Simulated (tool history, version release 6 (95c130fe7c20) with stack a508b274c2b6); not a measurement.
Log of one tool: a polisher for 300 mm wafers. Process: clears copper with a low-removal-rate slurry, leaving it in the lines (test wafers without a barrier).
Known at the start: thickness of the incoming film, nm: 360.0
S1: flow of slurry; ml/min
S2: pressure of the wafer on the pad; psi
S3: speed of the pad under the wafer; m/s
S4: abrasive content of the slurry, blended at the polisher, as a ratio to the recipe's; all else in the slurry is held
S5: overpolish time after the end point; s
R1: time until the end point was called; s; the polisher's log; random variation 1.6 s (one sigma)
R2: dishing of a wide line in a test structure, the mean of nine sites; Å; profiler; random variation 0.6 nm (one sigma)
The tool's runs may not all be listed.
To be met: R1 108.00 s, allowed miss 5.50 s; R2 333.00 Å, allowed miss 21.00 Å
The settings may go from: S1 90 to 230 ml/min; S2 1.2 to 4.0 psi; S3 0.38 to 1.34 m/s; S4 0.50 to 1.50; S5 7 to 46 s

run	hour	S1	S2	S3	S4	S5	R1	R2
1	0.0	150	2.6	0.86	1.00	24	146.07	301.97
2	1.4	150	2.6	0.98	1.00	24	132.28	330.96
3	10.2	150	2.7	0.98	1.00	23	129.91	312.32
4	12.6	150	2.7	0.98	0.90	23	132.96	312.45
5	16.2	115	2.7	0.98	0.90	23	139.81	302.21
6	20.0	115	2.7	0.98	0.90	16	140.34	234.27
7	21.6	120	2.8	0.98	0.90	17	137.40	259.32
8	30.4	140	3.5	1.00	0.90	17	108.30	296.39
9	36.2	140	3.5	1.00	0.90	18	109.54	298.42

5 next moves are on the table. One of them brings every result within its allowed miss. Which?
A	42.0	115	3.3	1.10	0.95	21	?	?
B	42.0	115	3.4	1.04	0.90	16	?	?
C	42.0	180	2.9	0.98	1.10	15	?	?
D	42.0	95	3.3	1.24	0.75	16	?	?
E	42.0	130	3.3	1.06	1.15	15	?	?

move	R1	R2
A	109.25	344.73
B	112.53	287.92
C	114.72	270.96
D	112.08	288.37
E	104.02	290.25
A: meets every target
B: further off than the last run
C: further off than the last run
D: further off than the last run
E: further off than the last run
Answer: A
